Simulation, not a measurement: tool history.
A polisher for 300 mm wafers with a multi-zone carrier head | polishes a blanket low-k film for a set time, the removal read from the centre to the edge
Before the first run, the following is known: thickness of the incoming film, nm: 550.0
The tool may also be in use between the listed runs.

run,hour,flow of slurry (ml/min),pressure of the head's centre zone,pressure of the head's middle zone,pressure of the head's edge zone,abrasive content of the slurry,polishing time (s),film removed at the wafer's centre (nm),film removed at mid-radius (nm),film removed at the wafer's edge (nm)
1,0.0,305,1.00,1.00,1.00,1.00,38,15.203,15.339,14.804
2,6.5,305,1.00,1.00,1.00,1.00,32,12.749,12.705,12.534
3,15.2,365,1.00,1.00,1.00,1.00,32,13.028,13.064,12.856
4,23.5,370,1.02,1.01,1.03,1.10,32,14.022,14.170,13.482
5,26.1,425,1.02,1.01,1.03,1.10,32,14.144,14.130,13.874
6,30.8,425,0.95,1.01,1.03,1.10,32,13.153,14.233,13.915
7,32.6,430,0.98,1.00,1.05,1.20,33,14.792,15.094,14.953
8,33.5,405,1.05,1.03,1.12,1.45,36,18.361,18.131,17.949
9,40.1,410,1.06,1.03,1.12,1.45,36,18.747,18.440,17.921
10,40.9,415,1.07,1.03,1.12,1.45,36,19.003,18.172,18.074

For run 11, what comes out?
11,42.3,415,1.07,1.03,1.12,1.45,36,?,?,?

{"run 11": {"film removed at the wafer's centre (nm)": 18.893, "film removed at mid-radius (nm)": 18.073, "film removed at the wafer's edge (nm)": 17.795}}
